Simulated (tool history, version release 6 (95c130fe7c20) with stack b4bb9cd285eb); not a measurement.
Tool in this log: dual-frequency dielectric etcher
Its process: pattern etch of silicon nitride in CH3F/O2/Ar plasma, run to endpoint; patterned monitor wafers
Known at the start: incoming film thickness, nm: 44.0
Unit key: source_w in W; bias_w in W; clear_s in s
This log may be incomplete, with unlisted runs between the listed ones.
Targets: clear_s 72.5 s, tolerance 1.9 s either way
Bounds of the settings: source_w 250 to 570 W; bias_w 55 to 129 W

run 1 hour=0 | source_w=410 bias_w=92 | clear_s=55.096
run 2 hour=6.4 | source_w=360 bias_w=82 | clear_s=63.367
run 3 hour=10.6 | source_w=360 bias_w=73 | clear_s=66.967
run 4 hour=18 | source_w=390 bias_w=73 | clear_s=64.016
run 5 hour=26.7 | source_w=390 bias_w=85 | clear_s=59.761
run 6 hour=31.4 | source_w=350 bias_w=84 | clear_s=62.921
run 7 hour=35.2 | source_w=320 bias_w=82 | clear_s=66.978
run 8 hour=36.4 | source_w=310 bias_w=81 | clear_s=69.366
run 9 hour=39.2 | source_w=300 bias_w=81 | clear_s=70.589
run 10 hour=40.3 | source_w=300 bias_w=81 | clear_s=70.434

5 candidate next runs follow, results not yet known. Just one meets every target within its allowed miss. Identify it.
run A hour=41.4 | source_w=310 bias_w=87 | clear_s=?
run B hour=41.4 | source_w=270 bias_w=85 | clear_s=?
run C hour=41.4 | source_w=340 bias_w=78 | clear_s=?
run D hour=41.4 | source_w=300 bias_w=85 | clear_s=?
run E hour=41.4 | source_w=280 bias_w=95 | clear_s=?

move=A clear_s=65.911
move=B clear_s=72.69
move=C clear_s=66.432
move=D clear_s=68.087
move=E clear_s=66.765
A: its largest miss is bigger than the last run's
B: each result inside its tolerance
C: its largest miss is bigger than the last run's
D: its largest miss is bigger than the last run's
E: its largest miss is bigger than the last run's
Answer: B
